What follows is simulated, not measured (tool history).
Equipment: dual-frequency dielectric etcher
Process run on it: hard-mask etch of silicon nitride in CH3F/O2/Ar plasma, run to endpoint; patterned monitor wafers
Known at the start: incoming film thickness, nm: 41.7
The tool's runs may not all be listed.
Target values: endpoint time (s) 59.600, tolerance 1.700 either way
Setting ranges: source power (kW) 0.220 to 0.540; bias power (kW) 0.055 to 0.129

| run | hour | source power (kW) | bias power (kW) | endpoint time (s) |
|---|---|---|---|---|
| 1 | 0.0 | 0.380 | 0.092 | 53.104 |
| 2 | 1.4 | 0.440 | 0.092 | 49.201 |
| 3 | 5.9 | 0.440 | 0.108 | 47.564 |
| 4 | 14.0 | 0.440 | 0.100 | 48.656 |
| 5 | 15.5 | 0.440 | 0.091 | 49.469 |
| 6 | 20.5 | 0.470 | 0.091 | 49.121 |
| 7 | 23.5 | 0.440 | 0.087 | 49.777 |
| 8 | 30.3 | 0.410 | 0.085 | 52.144 |
| 9 | 32.8 | 0.390 | 0.083 | 54.030 |
| 10 | 36.1 | 0.380 | 0.082 | 54.755 |
| 11 | 38.2 | 0.370 | 0.081 | 54.491 |
| 12 | 39.0 | 0.360 | 0.080 | 56.217 |
| 13 | 42.6 | 0.350 | 0.079 | 56.495 |

Pick the move, out of 4, that brings all results within their allowed miss; only one does.
| A | 46.2 | 0.380 | 0.093 | ? |
| B | 46.2 | 0.320 | 0.055 | ? |
| C | 46.2 | 0.330 | 0.070 | ? |
| D | 46.2 | 0.360 | 0.095 | ? |

| move | endpoint time (s) |
|---|---|
| A | 52.555 |
| B | 63.941 |
| C | 59.703 |
| D | 53.305 |
A: the biggest miss grows against the last run
B: pushes the last run's worst result past its target
C: all results in spec
D: the biggest miss grows against the last run
Correct choice: C, which meets every target
